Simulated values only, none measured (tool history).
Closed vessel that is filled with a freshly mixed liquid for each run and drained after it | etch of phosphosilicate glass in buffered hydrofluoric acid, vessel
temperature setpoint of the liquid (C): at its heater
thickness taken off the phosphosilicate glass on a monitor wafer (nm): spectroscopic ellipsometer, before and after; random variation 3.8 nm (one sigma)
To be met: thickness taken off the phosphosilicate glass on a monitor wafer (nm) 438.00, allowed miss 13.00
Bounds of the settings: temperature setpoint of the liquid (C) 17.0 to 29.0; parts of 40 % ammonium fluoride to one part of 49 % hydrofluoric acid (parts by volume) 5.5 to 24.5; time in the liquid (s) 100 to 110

run,hour,temperature setpoint of the liquid (C),parts of 40 % ammonium fluoride to one part of 49 % hydrofluoric acid (parts by volume),time in the liquid (s),thickness taken off the phosphosilicate glass on a monitor wafer (nm)
1,0.0,21.0,15.0,100,509.37
2,4.6,24.5,15.0,100,621.68
3,12.4,24.5,17.5,100,531.14
4,18.5,24.5,17.5,110,589.50
5,21.8,27.5,17.5,110,681.35
6,28.7,27.5,21.0,110,579.05
7,33.8,27.0,21.0,110,566.72
8,42.1,26.5,21.0,110,548.67
9,44.4,26.0,21.0,110,532.87
10,50.1,25.5,21.0,110,520.13
11,58.2,25.0,21.0,110,509.03
12,64.5,24.5,21.0,110,495.77
13,67.7,24.0,21.0,110,476.10
14,70.8,23.0,21.0,110,458.53

Which of these 4 next moves meets every target?
A,73.9,24.0,20.5,110,?
B,73.9,23.0,22.0,110,?
C,73.9,25.0,21.0,105,?
D,73.9,25.5,24.5,110,?

move,thickness taken off the phosphosilicate glass on a monitor wafer (nm)
A,484.57
B,436.90
C,480.47
D,465.22
A: further off than the last run
B: meets every target
C: further off than the last run
D: further off than the last run
Answer: B
